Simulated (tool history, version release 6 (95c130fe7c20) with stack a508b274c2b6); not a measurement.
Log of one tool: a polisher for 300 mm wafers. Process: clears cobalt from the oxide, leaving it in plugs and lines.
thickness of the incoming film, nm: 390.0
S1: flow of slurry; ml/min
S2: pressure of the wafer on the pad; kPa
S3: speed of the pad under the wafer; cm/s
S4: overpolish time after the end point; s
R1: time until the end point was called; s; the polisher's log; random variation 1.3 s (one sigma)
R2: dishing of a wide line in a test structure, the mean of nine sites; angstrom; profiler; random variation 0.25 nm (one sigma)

run 1 day=0 | S1=230 S2=11 S3=122 S4=8 | R1=83.4 R2=249.17
run 2 day=0.221 | S1=230 S2=10.3 S3=122 S4=8 | R1=90.632 R2=234.64
run 3 day=0.342 | S1=230 S2=9.7 S3=122 S4=8 | R1=94.303 R2=229.66
run 4 day=0.533 | S1=230 S2=9.7 S3=122 S4=10 | R1=95.841 R2=268.45
run 5 day=0.9 | S1=180 S2=9.7 S3=122 S4=10 | R1=95.449 R2=261.4
run 6 day=1.138 | S1=180 S2=8.3 S3=122 S4=10 | R1=112.72 R2=234.74
run 7 day=1.346 | S1=180 S2=8.3 S3=122 S4=9 | R1=113.63 R2=219.15

The next listed run, before its measurement:
run 8 day=1.429 | S1=180 S2=8.3 S3=122 S4=8 | R1=? R2=?

Run 8 gave R1 112.49 s, R2 201.38 angstrom.
